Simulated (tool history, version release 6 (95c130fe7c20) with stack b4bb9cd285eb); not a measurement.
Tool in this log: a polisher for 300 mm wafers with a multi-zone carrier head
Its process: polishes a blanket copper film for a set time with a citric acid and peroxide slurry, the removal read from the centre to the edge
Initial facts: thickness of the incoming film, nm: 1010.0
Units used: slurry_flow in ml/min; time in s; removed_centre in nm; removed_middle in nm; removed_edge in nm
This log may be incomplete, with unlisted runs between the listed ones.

run,hour,slurry_flow,centre_zone,middle_zone,edge_zone,slurry_solids,time,removed_centre,removed_middle,removed_edge
1,0,145,1,1,1,1,81,155.36,160.8,158.92
2,8.8,145,0.99,1,0.98,0.9,77,142.46,146.37,149.51
3,11.9,145,0.99,1.03,0.98,0.9,77,143.15,150.71,147.59
4,14.1,145,0.99,1.03,0.98,1.05,77,149.58,155.53,152.72
5,19.1,145,0.99,1,0.98,1.05,77,150.8,156.17,155.85
6,26.8,140,0.99,1.03,0.97,0.95,74,137.45,150.56,140.25

Run 7, settings as shown, results not yet in. Your forecast:
7,30.1,110,0.92,0.93,0.9,0.7,62,?,?,?

{"run 7": {"removed_centre": 96.209, "removed_middle": 99.789, "removed_edge": 104.83}}

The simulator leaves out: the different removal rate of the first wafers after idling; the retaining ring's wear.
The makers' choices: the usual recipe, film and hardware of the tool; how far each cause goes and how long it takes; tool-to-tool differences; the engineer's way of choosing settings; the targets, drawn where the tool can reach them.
